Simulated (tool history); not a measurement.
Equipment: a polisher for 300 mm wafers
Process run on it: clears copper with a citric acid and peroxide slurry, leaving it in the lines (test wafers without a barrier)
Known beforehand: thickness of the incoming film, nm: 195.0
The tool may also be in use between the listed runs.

run,hour,flow of slurry (ml/min),pressure of the wafer on the pad (psi),speed of the pad under the wafer (m/s),abrasive content of the slurry,overpolish time after the end point (s),time until the end point was called (s),dishing of a wide line in a test structure (Å)
1,0.0,160,2.6,1.26,1.0,17,86.062,289.51
2,7.3,160,2.6,1.58,1.0,17,70.834,361.17
3,11.3,160,2.6,1.58,0.9,17,70.795,345.69
4,16.1,160,2.4,1.56,0.9,18,78.549,340.73
5,18.2,160,2.3,1.54,0.9,18,84.629,321.91
6,23.0,160,1.9,1.54,0.9,18,97.886,271.33
7,28.6,160,1.8,1.54,0.9,19,108.450,269.84
8,29.5,160,1.6,1.54,0.9,21,116.570,259.03
9,33.6,160,1.6,1.54,0.9,22,119.210,274.56

The next listed run, before its measurement:
10,37.1,155,1.5,1.54,0.9,24,?,?

{"run 10": {"time until the end point was called (s)": 126.19, "dishing of a wide line in a test structure (Å)": 285.12}}
